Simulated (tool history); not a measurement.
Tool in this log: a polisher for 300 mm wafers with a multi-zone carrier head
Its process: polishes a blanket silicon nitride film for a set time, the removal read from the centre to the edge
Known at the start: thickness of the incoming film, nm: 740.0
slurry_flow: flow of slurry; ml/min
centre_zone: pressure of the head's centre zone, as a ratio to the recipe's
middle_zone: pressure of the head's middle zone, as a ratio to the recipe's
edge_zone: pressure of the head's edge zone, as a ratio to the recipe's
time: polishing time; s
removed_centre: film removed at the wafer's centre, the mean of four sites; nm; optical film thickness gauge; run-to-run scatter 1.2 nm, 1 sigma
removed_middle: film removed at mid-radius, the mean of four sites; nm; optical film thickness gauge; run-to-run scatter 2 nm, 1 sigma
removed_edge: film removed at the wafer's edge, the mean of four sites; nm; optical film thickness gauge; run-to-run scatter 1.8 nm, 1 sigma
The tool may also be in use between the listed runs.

run 1 day=0.000 | slurry_flow=235 centre_zone=1.00 middle_zone=1.00 edge_zone=1.00 time=56 | removed_centre=92.035 removed_middle=91.592 removed_edge=91.055
run 2 day=0.033 | slurry_flow=270 centre_zone=1.00 middle_zone=1.00 edge_zone=1.00 time=56 | removed_centre=94.773 removed_middle=93.351 removed_edge=92.650
run 3 day=0.121 | slurry_flow=265 centre_zone=0.98 middle_zone=1.01 edge_zone=1.03 time=61 | removed_centre=100.010 removed_middle=100.930 removed_edge=102.170
run 4 day=0.442 | slurry_flow=265 centre_zone=0.98 middle_zone=1.01 edge_zone=1.10 time=61 | removed_centre=100.610 removed_middle=100.970 removed_edge=106.110
run 5 day=0.775 | slurry_flow=265 centre_zone=0.96 middle_zone=1.03 edge_zone=1.11 time=65 | removed_centre=104.190 removed_middle=107.590 removed_edge=110.910
run 6 day=0.888 | slurry_flow=265 centre_zone=0.94 middle_zone=1.04 edge_zone=1.12 time=69 | removed_centre=108.750 removed_middle=119.220 removed_edge=119.380
-- day=1.058 worn pad replaced by a new one
run 7 day=1.058 | slurry_flow=265 centre_zone=0.93 middle_zone=1.04 edge_zone=1.14 time=71 | removed_centre=117.340 removed_middle=129.510 removed_edge=134.870

Run 8 is up next; what results do you expect?
run 8 day=1.246 | slurry_flow=265 centre_zone=0.93 middle_zone=1.04 edge_zone=1.14 time=72 | removed_centre=? removed_middle=? removed_edge=?

Run 8 produced removed_centre 118.150 nm, removed_middle 133.540 nm, removed_edge 135.640 nm.

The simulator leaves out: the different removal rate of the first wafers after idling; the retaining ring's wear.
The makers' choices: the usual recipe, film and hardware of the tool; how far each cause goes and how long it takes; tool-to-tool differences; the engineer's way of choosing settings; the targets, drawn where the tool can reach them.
